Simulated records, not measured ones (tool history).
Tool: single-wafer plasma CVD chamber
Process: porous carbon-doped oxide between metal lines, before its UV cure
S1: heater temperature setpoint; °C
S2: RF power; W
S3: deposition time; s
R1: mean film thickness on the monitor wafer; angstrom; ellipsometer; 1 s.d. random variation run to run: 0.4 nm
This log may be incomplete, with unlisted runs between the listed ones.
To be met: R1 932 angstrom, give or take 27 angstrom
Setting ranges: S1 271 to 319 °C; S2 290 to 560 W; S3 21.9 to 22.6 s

run 1 hour=0 | S1=295 S2=425 S3=21.9 | R1=1191.9
run 2 hour=0.8 | S1=299 S2=425 S3=21.9 | R1=1157.6
run 3 hour=7.8 | S1=301 S2=415 S3=21.9 | R1=1110
run 4 hour=13.3 | S1=301 S2=385 S3=21.9 | R1=1042.4
run 5 hour=20.2 | S1=301 S2=435 S3=21.9 | R1=1175.7
run 6 hour=27.3 | S1=301 S2=390 S3=21.9 | R1=1055.3
run 7 hour=31.7 | S1=303 S2=390 S3=21.9 | R1=1040.4
run 8 hour=35.7 | S1=315 S2=360 S3=21.9 | R1=890.11

Below are 5 possible settings for the next run. Only one of them brings all results inside the allowed miss of their targets. Which is it?
run A hour=39.7 | S1=314 S2=395 S3=22.6 | R1=?
run B hour=39.7 | S1=314 S2=360 S3=22.6 | R1=?
run C hour=39.7 | S1=316 S2=390 S3=22.6 | R1=?
run D hour=39.7 | S1=312 S2=350 S3=21.9 | R1=?
run E hour=39.7 | S1=315 S2=400 S3=22.6 | R1=?

move=A R1=1017.3
move=B R1=924.25
move=C R1=992.59
move=D R1=880.7
move=E R1=1024
A: carries the result that was furthest off beyond its target, to the other side
B: every result lands within tolerance
C: carries the result that was furthest off beyond its target, to the other side
D: the biggest miss grows against the last run
E: carries the result that was furthest off beyond its target, to the other side
The move that meets every target is B.
